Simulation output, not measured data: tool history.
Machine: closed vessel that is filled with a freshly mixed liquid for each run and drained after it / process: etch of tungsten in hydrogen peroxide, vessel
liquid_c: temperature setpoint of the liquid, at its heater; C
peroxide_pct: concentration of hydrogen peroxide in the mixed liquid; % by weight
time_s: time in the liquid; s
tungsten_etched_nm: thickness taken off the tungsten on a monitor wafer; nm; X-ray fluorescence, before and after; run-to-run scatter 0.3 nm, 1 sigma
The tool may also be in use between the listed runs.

Run 1, day 0.000: liquid_c 49.0 C, peroxide_pct 17.5 % by weight, time_s 95 s. Result: tungsten_etched_nm 66.440 nm.
Run 2, day 0.125: liquid_c 47.0 C, peroxide_pct 17.5 % by weight, time_s 95 s. Result: tungsten_etched_nm 58.597 nm.
Run 3, day 0.296: liquid_c 45.0 C, peroxide_pct 17.5 % by weight, time_s 95 s. Result: tungsten_etched_nm 52.093 nm.
Run 4, day 0.608: liquid_c 48.5 C, peroxide_pct 17.5 % by weight, time_s 95 s. Result: tungsten_etched_nm 64.636 nm.
Run 5, day 0.667: liquid_c 48.5 C, peroxide_pct 15.5 % by weight, time_s 95 s. Result: tungsten_etched_nm 60.044 nm.
Run 6, day 0.704: liquid_c 46.5 C, peroxide_pct 15.5 % by weight, time_s 95 s. Result: tungsten_etched_nm 53.299 nm.

What does the tool deliver on the next run?
Run 7, day 0.900: liquid_c 45.0 C, peroxide_pct 15.5 % by weight, time_s 95 s. Result: tungsten_etched_nm ?.

Run 7 produced tungsten_etched_nm 48.672 nm.
